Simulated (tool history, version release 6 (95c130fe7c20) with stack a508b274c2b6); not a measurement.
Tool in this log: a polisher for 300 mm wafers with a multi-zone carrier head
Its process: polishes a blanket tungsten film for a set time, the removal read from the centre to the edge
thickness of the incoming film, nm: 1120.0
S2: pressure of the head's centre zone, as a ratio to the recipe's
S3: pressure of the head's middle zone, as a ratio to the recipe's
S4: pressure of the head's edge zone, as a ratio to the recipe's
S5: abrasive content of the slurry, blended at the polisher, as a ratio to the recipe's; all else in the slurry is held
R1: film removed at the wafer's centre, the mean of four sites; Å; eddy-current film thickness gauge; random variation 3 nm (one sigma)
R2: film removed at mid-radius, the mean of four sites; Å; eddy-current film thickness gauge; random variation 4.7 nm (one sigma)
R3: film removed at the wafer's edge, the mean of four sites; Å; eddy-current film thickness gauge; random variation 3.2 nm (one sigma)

Run 1, day 0.000: flow of slurry (ml/min) 190, S2 1.00, S3 1.00, S4 1.00, S5 1.00, polishing time (s) 63. Result: R1 2883.9 Å, R2 2919.3 Å, R3 2964.1 Å.
Run 2, day 0.125: flow of slurry (ml/min) 200, S2 0.99, S3 1.03, S4 1.03, S5 1.05, polishing time (s) 63. Result: R1 2913.1 Å, R2 2995.0 Å, R3 3063.1 Å.
Run 3, day 0.396: flow of slurry (ml/min) 175, S2 0.99, S3 1.03, S4 1.03, S5 1.05, polishing time (s) 63. Result: R1 2816.4 Å, R2 3014.7 Å, R3 2999.5 Å.
Run 4, day 0.762: flow of slurry (ml/min) 175, S2 0.99, S3 0.95, S4 1.03, S5 1.05, polishing time (s) 63. Result: R1 2839.3 Å, R2 2745.6 Å, R3 3029.0 Å.
Run 5, day 0.846: flow of slurry (ml/min) 175, S2 0.99, S3 0.95, S4 1.03, S5 1.05, polishing time (s) 54. Result: R1 2407.2 Å, R2 2360.3 Å, R3 2567.6 Å.
Run 6, day 1.021: flow of slurry (ml/min) 175, S2 0.98, S3 0.99, S4 1.04, S5 1.15, polishing time (s) 56. Result: R1 2524.9 Å, R2 2630.2 Å, R3 2764.0 Å.
Run 7, day 1.283: flow of slurry (ml/min) 180, S2 0.98, S3 1.02, S4 1.05, S5 1.20, polishing time (s) 57. Result: R1 2616.6 Å, R2 2757.2 Å, R3 2886.3 Å.
Run 8, day 1.596: flow of slurry (ml/min) 180, S2 0.97, S3 1.05, S4 1.05, S5 1.25, polishing time (s) 58. Result: R1 2708.7 Å, R2 2936.4 Å, R3 2960.8 Å.

What does the tool deliver on the next run?
Run 9, day 1.912: flow of slurry (ml/min) 185, S2 0.96, S3 1.08, S4 1.06, S5 1.30, polishing time (s) 59. Result: R1 ?, R2 ?, R3 ?.

Run 9 came out at R1 2708.8 Å, R2 3125.9 Å, R3 3034.2 Å.
